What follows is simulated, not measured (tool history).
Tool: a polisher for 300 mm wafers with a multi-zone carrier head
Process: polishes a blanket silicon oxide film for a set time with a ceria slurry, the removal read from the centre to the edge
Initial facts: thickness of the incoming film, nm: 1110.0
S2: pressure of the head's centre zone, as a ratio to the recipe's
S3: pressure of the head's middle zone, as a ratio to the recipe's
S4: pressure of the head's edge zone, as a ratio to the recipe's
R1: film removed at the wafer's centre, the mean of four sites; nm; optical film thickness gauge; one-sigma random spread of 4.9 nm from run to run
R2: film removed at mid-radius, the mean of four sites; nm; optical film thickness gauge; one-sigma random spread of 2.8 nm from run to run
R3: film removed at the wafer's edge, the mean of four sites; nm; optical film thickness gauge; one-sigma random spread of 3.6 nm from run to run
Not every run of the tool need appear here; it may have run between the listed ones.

{"run": 1, "day": 0.0, "flow of slurry (ml/min)": 295, "S2": 1.0, "S3": 1.0, "S4": 1.0, "polishing time (s)": 59, "R1": 467.68, "R2": 450.66, "R3": 466.21}
{"run": 2, "day": 0.058, "flow of slurry (ml/min)": 295, "S2": 1.01, "S3": 1.0, "S4": 0.96, "polishing time (s)": 56, "R1": 455.36, "R2": 423.98, "R3": 421.53}
{"run": 3, "day": 0.367, "flow of slurry (ml/min)": 295, "S2": 1.01, "S3": 1.0, "S4": 1.01, "polishing time (s)": 56, "R1": 449.22, "R2": 418.72, "R3": 441.01}
{"run": 4, "day": 0.525, "flow of slurry (ml/min)": 290, "S2": 1.0, "S3": 0.98, "S4": 0.97, "polishing time (s)": 55, "R1": 432.63, "R2": 416.81, "R3": 410.69}
{"run": 5, "day": 0.55, "flow of slurry (ml/min)": 285, "S2": 1.01, "S3": 0.94, "S4": 0.96, "polishing time (s)": 54, "R1": 433.17, "R2": 384.9, "R3": 410.75}
{"run": 6, "day": 0.592, "flow of slurry (ml/min)": 280, "S2": 1.0, "S3": 0.93, "S4": 0.93, "polishing time (s)": 53, "R1": 412.76, "R2": 375.29, "R3": 393.94}
{"run": 7, "day": 0.8, "flow of slurry (ml/min)": 280, "S2": 1.0, "S3": 0.93, "S4": 0.93, "polishing time (s)": 53, "R1": 418.64, "R2": 377.16, "R3": 386.66}
{"run": 8, "day": 0.892, "flow of slurry (ml/min)": 270, "S2": 0.99, "S3": 0.93, "S4": 0.91, "polishing time (s)": 53, "R1": 412.17, "R2": 374.38, "R3": 391.37}

What will run 9 give?
{"run": 9, "day": 1.183, "flow of slurry (ml/min)": 280, "S2": 0.99, "S3": 0.94, "S4": 0.89, "polishing time (s)": 52, "R1": "?", "R2": "?", "R3": "?"}

R1: 393.64 nm
R2: 372.43 nm
R3: 378.82 nm
